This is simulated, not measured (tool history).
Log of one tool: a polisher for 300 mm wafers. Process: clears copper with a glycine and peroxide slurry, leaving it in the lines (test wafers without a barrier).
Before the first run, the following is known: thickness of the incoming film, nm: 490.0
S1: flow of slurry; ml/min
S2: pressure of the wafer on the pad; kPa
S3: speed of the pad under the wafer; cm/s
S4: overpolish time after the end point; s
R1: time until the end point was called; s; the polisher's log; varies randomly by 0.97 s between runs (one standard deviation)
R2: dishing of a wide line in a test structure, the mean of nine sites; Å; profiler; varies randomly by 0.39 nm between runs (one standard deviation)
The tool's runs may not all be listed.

run	hour	S1	S2	S3	S4	R1	R2
1	0.0	225	20.7	118	17	70.229	624.14
2	1.3	225	20.7	118	13	70.725	512.83
3	2.4	225	20.7	118	9	71.603	375.91
4	7.7	255	20.7	118	9	70.321	390.06
5	16.4	255	24.8	118	9	61.803	427.83
6	21.6	255	26.9	118	9	59.396	452.43
7	23.7	290	22.8	126	8	60.927	388.46

Predict the results of run 8:
8	25.8	300	21.4	128	7	?	?

R1: 62.458 s
R2: 341.75 Å

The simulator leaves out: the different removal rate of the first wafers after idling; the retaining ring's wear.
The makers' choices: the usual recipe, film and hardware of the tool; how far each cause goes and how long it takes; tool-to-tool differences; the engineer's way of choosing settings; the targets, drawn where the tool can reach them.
